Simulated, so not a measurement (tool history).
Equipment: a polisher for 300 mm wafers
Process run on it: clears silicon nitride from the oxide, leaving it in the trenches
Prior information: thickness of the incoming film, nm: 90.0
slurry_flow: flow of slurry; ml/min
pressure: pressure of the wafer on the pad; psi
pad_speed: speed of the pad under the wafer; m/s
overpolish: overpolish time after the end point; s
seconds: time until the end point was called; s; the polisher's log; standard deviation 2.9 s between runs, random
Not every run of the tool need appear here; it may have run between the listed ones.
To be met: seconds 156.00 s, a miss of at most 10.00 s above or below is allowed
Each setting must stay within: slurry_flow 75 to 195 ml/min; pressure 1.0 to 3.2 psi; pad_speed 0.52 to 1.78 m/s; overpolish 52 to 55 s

run 1 hour=0.0 | slurry_flow=125 pressure=2.1 pad_speed=1.14 overpolish=52 | seconds=105.81
run 2 hour=4.6 | slurry_flow=125 pressure=1.9 pad_speed=1.12 overpolish=52 | seconds=114.21
run 3 hour=10.4 | slurry_flow=125 pressure=1.7 pad_speed=1.10 overpolish=52 | seconds=132.26
run 4 hour=15.9 | slurry_flow=125 pressure=1.7 pad_speed=1.24 overpolish=52 | seconds=114.97
run 5 hour=20.4 | slurry_flow=125 pressure=1.7 pad_speed=1.02 overpolish=52 | seconds=148.89
run 6 hour=28.4 | slurry_flow=125 pressure=2.1 pad_speed=1.02 overpolish=52 | seconds=118.10
run 7 hour=30.7 | slurry_flow=125 pressure=2.0 pad_speed=1.02 overpolish=52 | seconds=125.20
run 8 hour=34.4 | slurry_flow=125 pressure=1.9 pad_speed=1.02 overpolish=52 | seconds=126.65
run 9 hour=42.4 | slurry_flow=125 pressure=1.8 pad_speed=1.02 overpolish=52 | seconds=135.81
run 10 hour=50.7 | slurry_flow=125 pressure=1.8 pad_speed=1.02 overpolish=52 | seconds=133.47
run 11 hour=57.2 | slurry_flow=125 pressure=1.7 pad_speed=1.02 overpolish=52 | seconds=141.70
run 12 hour=61.8 | slurry_flow=120 pressure=1.5 pad_speed=1.00 overpolish=52 | seconds=169.58

Exercise: of the 4 proposed moves below, exactly one satisfies all targets within the stated allowed misses. Which move is it?
run A hour=66.4 | slurry_flow=140 pressure=1.2 pad_speed=1.00 overpolish=52 | seconds=?
run B hour=66.4 | slurry_flow=105 pressure=1.6 pad_speed=0.94 overpolish=52 | seconds=?
run C hour=66.4 | slurry_flow=135 pressure=1.8 pad_speed=0.88 overpolish=55 | seconds=?
run D hour=66.4 | slurry_flow=120 pressure=1.7 pad_speed=0.84 overpolish=52 | seconds=?

move=A seconds=205.01
move=B seconds=176.82
move=C seconds=158.45
move=D seconds=179.68
A: the biggest miss grows against the last run
B: the biggest miss grows against the last run
C: all results land within tolerance of their targets
D: the biggest miss grows against the last run
The move that meets every target is C.
